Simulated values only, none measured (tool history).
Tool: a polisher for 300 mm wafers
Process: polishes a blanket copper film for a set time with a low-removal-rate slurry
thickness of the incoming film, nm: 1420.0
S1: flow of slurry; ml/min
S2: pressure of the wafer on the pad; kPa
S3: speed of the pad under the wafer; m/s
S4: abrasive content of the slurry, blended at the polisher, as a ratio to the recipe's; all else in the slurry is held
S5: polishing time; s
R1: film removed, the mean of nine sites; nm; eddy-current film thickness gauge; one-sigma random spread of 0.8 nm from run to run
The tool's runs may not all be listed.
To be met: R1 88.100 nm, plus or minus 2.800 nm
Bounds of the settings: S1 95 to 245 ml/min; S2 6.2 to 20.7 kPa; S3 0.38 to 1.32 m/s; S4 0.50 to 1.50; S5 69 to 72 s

{"run": 1, "day": 0.0, "S1": 155, "S2": 13.1, "S3": 0.84, "S4": 1.0, "S5": 69, "R1": 126.9}
{"run": 2, "day": 0.362, "S1": 155, "S2": 13.1, "S3": 0.64, "S4": 1.0, "S5": 69, "R1": 96.113}
{"run": 3, "day": 0.667, "S1": 155, "S2": 13.1, "S3": 0.42, "S4": 1.0, "S5": 69, "R1": 63.678}
{"run": 4, "day": 0.942, "S1": 155, "S2": 13.1, "S3": 0.42, "S4": 1.0, "S5": 72, "R1": 68.34}
{"run": 5, "day": 1.262, "S1": 120, "S2": 13.1, "S3": 0.42, "S4": 1.0, "S5": 72, "R1": 64.16}
{"day": 1.329, "done": "slurry blender recalibrated"}
{"run": 6, "day": 1.329, "S1": 140, "S2": 13.8, "S3": 0.42, "S4": 1.0, "S5": 72, "R1": 73.081}
{"run": 7, "day": 1.404, "S1": 155, "S2": 13.8, "S3": 0.42, "S4": 1.0, "S5": 72, "R1": 73.294}
{"run": 8, "day": 1.621, "S1": 165, "S2": 13.8, "S3": 0.42, "S4": 1.0, "S5": 72, "R1": 75.512}
{"run": 9, "day": 1.921, "S1": 175, "S2": 13.8, "S3": 0.42, "S4": 1.0, "S5": 72, "R1": 74.5}

Exactly one of the 4 candidate moves below puts every result within its allowed miss. Which one?
{"run": "A", "day": 2.221, "S1": 165, "S2": 12.4, "S3": 0.4, "S4": 1.0, "S5": 69, "R1": "?"}
{"run": "B", "day": 2.221, "S1": 150, "S2": 15.2, "S3": 0.46, "S4": 1.0, "S5": 72, "R1": "?"}
{"run": "C", "day": 2.221, "S1": 200, "S2": 11.7, "S3": 0.52, "S4": 1.1, "S5": 69, "R1": "?"}
{"run": "D", "day": 2.221, "S1": 185, "S2": 15.2, "S3": 0.48, "S4": 0.95, "S5": 72, "R1": "?"}

move=A R1=61.825
move=B R1=87.751
move=C R1=79.233
move=D R1=93.406
A: its largest miss is bigger than the last run's
B: each result inside its tolerance
C: moves toward the targets from the last run without getting all of them in spec
D: takes the biggest miss from the last run beyond its target
Go with B: it meets all targets.
